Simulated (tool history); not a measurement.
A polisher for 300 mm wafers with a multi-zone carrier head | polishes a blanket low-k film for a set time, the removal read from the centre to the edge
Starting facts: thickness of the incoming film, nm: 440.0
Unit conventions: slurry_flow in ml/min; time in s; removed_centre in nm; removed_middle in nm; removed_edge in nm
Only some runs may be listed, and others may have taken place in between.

run	day	slurry_flow	centre_zone	middle_zone	edge_zone	slurry_solids	time	removed_centre	removed_middle	removed_edge
1	0.000	140	1.00	1.00	1.00	1.00	86	33.604	34.050	33.424
2	0.142	140	0.92	1.00	1.00	1.00	86	30.879	33.924	33.763
3	0.317	140	0.92	1.00	0.93	1.00	86	31.155	34.049	32.274
4	0.650	140	0.92	1.00	0.93	0.80	86	26.407	29.009	28.170
5	0.788	150	0.98	0.95	1.00	0.90	87	31.194	31.454	32.098
6	1.100	150	0.98	0.95	1.00	1.05	87	34.521	34.880	35.260
7	1.271	160	1.04	0.90	1.06	1.10	87	39.447	34.151	37.462
8	1.479	160	1.04	0.90	1.06	1.10	87	37.090	34.961	37.631

Predict the results of run 9:
9	1.829	165	1.09	0.87	1.09	1.15	87	?	?	?

removed_centre: 41.194 nm
removed_middle: 33.737 nm
removed_edge: 39.529 nm

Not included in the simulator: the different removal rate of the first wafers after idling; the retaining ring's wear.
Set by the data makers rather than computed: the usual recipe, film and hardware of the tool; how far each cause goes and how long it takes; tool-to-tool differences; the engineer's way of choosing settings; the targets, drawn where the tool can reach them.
